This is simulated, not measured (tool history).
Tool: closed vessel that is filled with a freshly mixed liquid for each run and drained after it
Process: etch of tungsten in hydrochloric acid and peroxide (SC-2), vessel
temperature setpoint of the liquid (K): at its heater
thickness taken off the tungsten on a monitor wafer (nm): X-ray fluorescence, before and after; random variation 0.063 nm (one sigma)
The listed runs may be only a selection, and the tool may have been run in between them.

run  hour  temperature setpoint of the liquid (K)  parts of water to one part each of 37 % hydrochloric acid and 30 % peroxide (parts by volume)  time in the liquid (s)  thickness taken off the tungsten on a monitor wafer (nm)
  1   0.0                                  319.15                                                                                            8.5                      30                                                    5.6074
  2   1.1                                  319.15                                                                                           10.0                      30                                                    4.9417
  3   3.9                                  320.65                                                                                           10.0                      30                                                    5.4242
  4   9.8                                  313.65                                                                                           10.0                      30                                                    3.3548
  5  13.2                                  313.65                                                                                           10.0                      30                                                    3.3927
  6  17.3                                  313.65                                                                                            7.5                      30                                                    4.3225
  7  20.1                                  321.65                                                                                            7.5                      30                                                    7.3957
  8  22.8                                  322.15                                                                                            7.5                      30                                                    7.6692

Run 9 has not been measured yet. What should we expect?
  9  24.4                                  322.65                                                                                            7.5                      30                                                         ?

{"run 9": {"thickness taken off the tungsten on a monitor wafer (nm)": 7.7777}}

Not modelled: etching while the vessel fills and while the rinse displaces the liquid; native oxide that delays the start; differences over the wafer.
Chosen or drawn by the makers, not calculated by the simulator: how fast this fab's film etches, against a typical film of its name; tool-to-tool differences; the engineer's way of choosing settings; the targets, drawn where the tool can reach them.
